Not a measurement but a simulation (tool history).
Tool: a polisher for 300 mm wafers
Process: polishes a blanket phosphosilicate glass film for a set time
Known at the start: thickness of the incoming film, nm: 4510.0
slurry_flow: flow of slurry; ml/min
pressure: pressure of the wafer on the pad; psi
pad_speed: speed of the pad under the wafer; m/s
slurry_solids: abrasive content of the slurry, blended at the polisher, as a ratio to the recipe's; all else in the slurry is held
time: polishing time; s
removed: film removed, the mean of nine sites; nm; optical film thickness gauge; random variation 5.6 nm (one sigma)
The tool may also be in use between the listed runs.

run  hour  slurry_flow  pressure  pad_speed  slurry_solids  time  removed
  1     0          215       3.7        0.9              1    37    307.9
  2   1.8          215       4.2        0.9              1    37   343.11
  3   9.8          240       4.2        0.9              1    37   348.36
  4  17.7          240       4.4        0.9              1    37   355.48
  5  24.4          240       4.5       0.92              1    37    366.6
  6  31.4          240       4.5       1.02              1    37   388.29

Forecast run 7:
  7  36.1          240       4.6       1.02              1    37        ?

{"run 7": {"removed": 392.72}}

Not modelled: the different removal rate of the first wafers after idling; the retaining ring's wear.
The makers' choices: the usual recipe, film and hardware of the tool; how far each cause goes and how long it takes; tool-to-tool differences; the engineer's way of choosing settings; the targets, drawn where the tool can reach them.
